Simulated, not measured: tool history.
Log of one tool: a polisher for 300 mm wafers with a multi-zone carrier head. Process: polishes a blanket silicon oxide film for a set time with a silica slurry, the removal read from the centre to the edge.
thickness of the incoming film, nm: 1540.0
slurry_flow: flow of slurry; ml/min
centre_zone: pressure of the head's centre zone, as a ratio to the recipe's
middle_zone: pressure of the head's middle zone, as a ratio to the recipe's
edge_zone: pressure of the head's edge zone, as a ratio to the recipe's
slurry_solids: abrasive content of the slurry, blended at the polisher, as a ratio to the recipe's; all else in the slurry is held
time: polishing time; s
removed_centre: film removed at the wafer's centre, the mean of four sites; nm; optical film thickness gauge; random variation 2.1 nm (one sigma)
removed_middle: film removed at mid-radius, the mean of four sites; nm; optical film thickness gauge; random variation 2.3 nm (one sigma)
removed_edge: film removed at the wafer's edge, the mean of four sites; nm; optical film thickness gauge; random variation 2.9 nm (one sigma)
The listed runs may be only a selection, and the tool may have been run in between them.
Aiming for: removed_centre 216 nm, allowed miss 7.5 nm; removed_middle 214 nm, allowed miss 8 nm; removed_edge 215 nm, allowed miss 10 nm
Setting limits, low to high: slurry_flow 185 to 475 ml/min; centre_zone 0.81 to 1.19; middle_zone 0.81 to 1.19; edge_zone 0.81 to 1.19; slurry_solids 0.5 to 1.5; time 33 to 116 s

run,hour,slurry_flow,centre_zone,middle_zone,edge_zone,slurry_solids,time,removed_centre,removed_middle,removed_edge
1,0,305,1,1,1,1,74,167.44,169.62,171.41
2,2.2,305,1.02,1.02,1.02,1.05,74,177.53,183.23,183.36
3,10.4,305,1.02,1.02,0.99,1.05,74,176.69,178.15,176.02
4,13.3,305,0.98,1.02,0.99,1.05,74,170.85,181.88,181.94
5,21.8,310,1.01,1.03,1.02,1.1,74,178.39,186.67,186.15
6,27.9,310,1.03,1.04,1.04,1.15,74,183.37,185.2,188.93
7,33.5,310,1.04,1.06,1.04,1.2,74,190.37,195.33,190.98
8,42,310,1.05,1.06,1.06,1.25,74,191.11,201.28,198.46

4 candidate next runs follow, results not yet known. Just one meets every target within its allowed miss. Identify it.
A,50.5,260,1.08,1.04,1.07,1.2,84,?,?,?
B,50.5,310,1.12,0.95,1.13,1.3,76,?,?,?
C,50.5,300,1.01,1.12,1.06,1.25,69,?,?,?
D,50.5,375,1.07,0.94,1.12,1.3,76,?,?,?

move,removed_centre,removed_middle,removed_edge
A,215.23,213.29,214.72
B,210.37,188.05,209.07
C,174.91,192.87,180.47
D,207.85,189.77,211.06
A: every result within its allowed miss
B: corrects the largest miss of the last run, while another result sits out of spec
C: its largest miss is bigger than the last run's
D: nearer the targets than the last run, but a result is still out of spec
Answer: A
